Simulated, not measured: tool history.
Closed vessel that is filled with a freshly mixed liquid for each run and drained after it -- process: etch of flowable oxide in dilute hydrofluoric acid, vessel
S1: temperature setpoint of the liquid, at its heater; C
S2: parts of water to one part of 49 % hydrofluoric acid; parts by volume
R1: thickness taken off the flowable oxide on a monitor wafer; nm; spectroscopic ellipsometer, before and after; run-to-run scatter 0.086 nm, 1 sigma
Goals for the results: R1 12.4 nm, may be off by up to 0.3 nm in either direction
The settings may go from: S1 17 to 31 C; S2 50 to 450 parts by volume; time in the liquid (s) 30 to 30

{"run": 1, "hour": 0.0, "S1": 23, "S2": 250, "time in the liquid (s)": 30, "R1": 3.9984}
{"run": 2, "hour": 4.5, "S1": 24, "S2": 230, "time in the liquid (s)": 30, "R1": 4.5122}
{"run": 3, "hour": 7.9, "S1": 24, "S2": 230, "time in the liquid (s)": 30, "R1": 4.5553}
{"run": 4, "hour": 12.6, "S1": 24, "S2": 230, "time in the liquid (s)": 30, "R1": 4.535}
{"run": 5, "hour": 19.9, "S1": 25, "S2": 210, "time in the liquid (s)": 30, "R1": 5.2907}
{"run": 6, "hour": 22.9, "S1": 22.5, "S2": 210, "time in the liquid (s)": 30, "R1": 4.8193}
{"run": 7, "hour": 29.9, "S1": 23.5, "S2": 195, "time in the liquid (s)": 30, "R1": 5.452}
{"run": 8, "hour": 34.5, "S1": 24.5, "S2": 180, "time in the liquid (s)": 30, "R1": 6.3015}
{"run": 9, "hour": 39.7, "S1": 25, "S2": 170, "time in the liquid (s)": 30, "R1": 6.8311}
{"run": 10, "hour": 48.2, "S1": 25.5, "S2": 165, "time in the liquid (s)": 30, "R1": 7.2955}
{"run": 11, "hour": 56.7, "S1": 26, "S2": 160, "time in the liquid (s)": 30, "R1": 7.6564}
{"run": 12, "hour": 58.0, "S1": 26.5, "S2": 155, "time in the liquid (s)": 30, "R1": 8.1497}
{"run": 13, "hour": 63.5, "S1": 27, "S2": 150, "time in the liquid (s)": 30, "R1": 8.5719}
{"run": 14, "hour": 68.9, "S1": 27.5, "S2": 145, "time in the liquid (s)": 30, "R1": 9.1287}
{"run": 15, "hour": 73.4, "S1": 28, "S2": 145, "time in the liquid (s)": 30, "R1": 9.2413}
{"run": 16, "hour": 76.9, "S1": 28.5, "S2": 140, "time in the liquid (s)": 30, "R1": 9.6529}
{"run": 17, "hour": 83.0, "S1": 29, "S2": 135, "time in the liquid (s)": 30, "R1": 10.355}
{"run": 18, "hour": 86.1, "S1": 30, "S2": 125, "time in the liquid (s)": 30, "R1": 11.756}
{"run": 19, "hour": 93.1, "S1": 30.5, "S2": 125, "time in the liquid (s)": 30, "R1": 12.02}

Pick the move, out of 4, that brings all results within their allowed miss; only one does.
{"run": "A", "hour": 100.1, "S1": 31, "S2": 130, "time in the liquid (s)": 30, "R1": "?"}
{"run": "B", "hour": 100.1, "S1": 30.5, "S2": 130, "time in the liquid (s)": 30, "R1": "?"}
{"run": "C", "hour": 100.1, "S1": 30, "S2": 130, "time in the liquid (s)": 30, "R1": "?"}
{"run": "D", "hour": 100.1, "S1": 30, "S2": 120, "time in the liquid (s)": 30, "R1": "?"}

move=A R1=11.685
move=B R1=11.475
move=C R1=11.268
move=D R1=12.374
A: misses by more than the last run did
B: misses by more than the last run did
C: misses by more than the last run did
D: all results in spec
Move D is the one to make.
